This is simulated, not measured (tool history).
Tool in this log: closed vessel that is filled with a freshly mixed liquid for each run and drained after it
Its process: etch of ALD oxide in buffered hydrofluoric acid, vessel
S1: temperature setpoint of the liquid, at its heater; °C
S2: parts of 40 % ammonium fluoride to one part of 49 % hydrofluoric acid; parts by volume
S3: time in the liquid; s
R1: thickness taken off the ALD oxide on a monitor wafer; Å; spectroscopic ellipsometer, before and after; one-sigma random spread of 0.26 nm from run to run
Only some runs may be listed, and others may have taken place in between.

run 1 hour=0.0 | S1=21.0 S2=8.0 S3=35 | R1=663.92
run 2 hour=6.9 | S1=21.0 S2=8.0 S3=35 | R1=657.83
run 3 hour=9.1 | S1=20.5 S2=8.0 S3=35 | R1=648.74
run 4 hour=15.7 | S1=20.0 S2=8.5 S3=35 | R1=586.70
run 5 hour=17.4 | S1=20.0 S2=8.5 S3=35 | R1=588.41
run 6 hour=18.6 | S1=20.0 S2=8.5 S3=35 | R1=589.23
run 7 hour=19.4 | S1=19.5 S2=8.5 S3=35 | R1=572.45
run 8 hour=23.3 | S1=19.0 S2=8.5 S3=35 | R1=554.11
run 9 hour=25.3 | S1=18.5 S2=8.5 S3=35 | R1=544.75

The next listed run, before its measurement:
run 10 hour=28.8 | S1=17.5 S2=9.5 S3=35 | R1=?

Run 10 came out at R1 463.49 Å.
